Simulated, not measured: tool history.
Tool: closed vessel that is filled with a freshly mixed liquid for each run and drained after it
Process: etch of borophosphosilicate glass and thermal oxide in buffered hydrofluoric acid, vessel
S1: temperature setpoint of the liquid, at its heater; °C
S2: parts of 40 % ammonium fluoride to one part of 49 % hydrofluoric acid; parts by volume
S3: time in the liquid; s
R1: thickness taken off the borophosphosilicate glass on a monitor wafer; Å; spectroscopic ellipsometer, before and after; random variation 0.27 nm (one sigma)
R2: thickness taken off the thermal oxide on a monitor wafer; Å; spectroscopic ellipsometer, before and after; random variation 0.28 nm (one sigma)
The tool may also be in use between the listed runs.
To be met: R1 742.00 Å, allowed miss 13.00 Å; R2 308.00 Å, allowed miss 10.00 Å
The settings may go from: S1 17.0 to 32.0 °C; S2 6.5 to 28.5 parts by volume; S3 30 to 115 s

run,day,S1,S2,S3,R1,R2
1,0.000,24.0,17.5,60,1025.20,427.44
2,0.083,24.0,13.5,60,1336.90,556.72
3,0.292,23.0,14.0,60,1215.10,499.60
4,0.508,20.5,14.0,60,1053.70,437.97
5,0.792,20.0,14.5,60,996.99,414.35
6,1.050,20.0,14.5,70,1156.50,481.44
7,1.167,19.5,15.0,70,1095.80,452.97
8,1.308,19.0,15.5,70,1034.60,429.09
9,1.658,18.5,16.0,70,971.96,406.69
10,1.750,18.5,16.0,70,977.08,402.89
# day 1.771: hydrofluoric acid flow meter replaced
11,1.771,18.5,16.5,70,888.27,370.99
12,1.917,17.5,17.0,70,821.26,338.05
13,2.112,17.5,17.0,70,821.94,334.49
14,2.429,17.0,17.5,70,775.83,319.95

Which of these 4 next moves meets every target?
A,2.746,20.5,17.5,60,?,?
B,2.746,18.5,18.5,65,?,?
C,2.746,23.0,21.0,60,?,?
D,2.746,25.0,21.5,55,?,?

move,R1,R2
A,806.72,338.45
B,739.98,310.12
C,783.91,329.56
D,788.03,331.67
A: further off than the last run
B: meets every target
C: further off than the last run
D: further off than the last run
Move B is the one to make.
